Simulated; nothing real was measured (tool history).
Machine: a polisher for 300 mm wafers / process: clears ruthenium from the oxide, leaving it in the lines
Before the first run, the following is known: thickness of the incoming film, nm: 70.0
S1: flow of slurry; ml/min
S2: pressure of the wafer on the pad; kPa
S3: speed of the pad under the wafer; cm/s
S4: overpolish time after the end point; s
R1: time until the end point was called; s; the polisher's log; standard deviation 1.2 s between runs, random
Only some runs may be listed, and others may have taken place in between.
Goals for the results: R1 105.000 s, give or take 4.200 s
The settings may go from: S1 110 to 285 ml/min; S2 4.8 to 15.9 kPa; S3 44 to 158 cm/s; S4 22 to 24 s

run	day	S1	S2	S3	S4	R1
1	0.000	180	10.3	100	22	69.718
2	0.225	180	9.7	100	22	73.466
3	0.546	180	9.7	116	22	62.658
4	0.800	180	9.0	114	22	67.504
5	1.171	180	9.0	100	22	76.118
6	1.358	180	8.3	100	22	80.695
7	1.650	180	7.6	100	22	84.203
# day 1.829: head pressure recalibrated
8	1.829	180	6.9	100	22	85.446
9	2.067	180	6.2	98	22	89.780

Consider the 5 candidate settings below. Which is the only one whose results all fall within their allowed miss of target?
A	2.304	235	6.9	110	22	?
B	2.304	180	7.6	118	22	?
C	2.304	190	5.5	88	22	?
D	2.304	185	6.2	118	24	?
E	2.304	190	9.7	86	22	?

move	R1
A	75.013
B	68.994
C	105.410
D	76.404
E	79.466
A: moves away from the targets compared with the last run
B: moves away from the targets compared with the last run
C: in spec on every target
D: moves away from the targets compared with the last run
E: moves away from the targets compared with the last run
C meets every target.
